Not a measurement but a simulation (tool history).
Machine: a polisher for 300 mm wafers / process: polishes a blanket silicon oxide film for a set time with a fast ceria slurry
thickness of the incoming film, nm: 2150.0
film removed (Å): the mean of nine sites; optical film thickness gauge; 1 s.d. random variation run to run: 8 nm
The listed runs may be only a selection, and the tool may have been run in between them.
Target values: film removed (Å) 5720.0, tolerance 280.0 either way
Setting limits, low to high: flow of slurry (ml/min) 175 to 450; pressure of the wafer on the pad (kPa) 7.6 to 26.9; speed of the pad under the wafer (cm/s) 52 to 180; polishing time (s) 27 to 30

run  hour  flow of slurry (ml/min)  pressure of the wafer on the pad (kPa)  speed of the pad under the wafer (cm/s)  polishing time (s)  film removed (Å)
  1   0.0                      290                                    17.2                                      116                  30            4158.7
  2   4.9                      290                                    13.8                                      116                  30            3354.6
  3   9.9                      290                                    13.8                                      102                  30            3063.4
  4  15.6                      225                                    13.8                                      102                  30            2986.0
  5  22.1                      225                                    17.2                                      102                  30            3787.7
  6  29.2                      225                                    17.2                                      102                  30            3675.9
  7  31.8                      225                                    18.6                                      102                  30            3987.8
  8  35.7                      225                                    20.0                                      102                  30            4259.0
  9  37.1                      225                                    21.4                                      102                  30            4596.3
 10  44.2                      225                                    22.1                                      102                  30            4653.4

Below are 5 possible settings for the next run. Only one of them brings all results inside the allowed miss of their targets. Which is it?
  A  51.3                      175                                    24.8                                      144                  30                 ?
  B  51.3                      180                                    24.8                                      140                  30                 ?
  C  51.3                      270                                    20.7                                      110                  30                 ?
  D  51.3                      240                                    22.1                                       80                  27                 ?
  E  51.3                      295                                    23.4                                      118                  30                 ?

move  film removed (Å)
   A            6408.1
   B            6298.9
   C            4675.6
   D            3510.3
   E            5589.5
A: moves the result that the last run missed by most past its target, out the other side
B: moves the result that the last run missed by most past its target, out the other side
C: roughly where the last run was
D: its largest miss is bigger than the last run's
E: every result within its allowed miss
E meets every target.

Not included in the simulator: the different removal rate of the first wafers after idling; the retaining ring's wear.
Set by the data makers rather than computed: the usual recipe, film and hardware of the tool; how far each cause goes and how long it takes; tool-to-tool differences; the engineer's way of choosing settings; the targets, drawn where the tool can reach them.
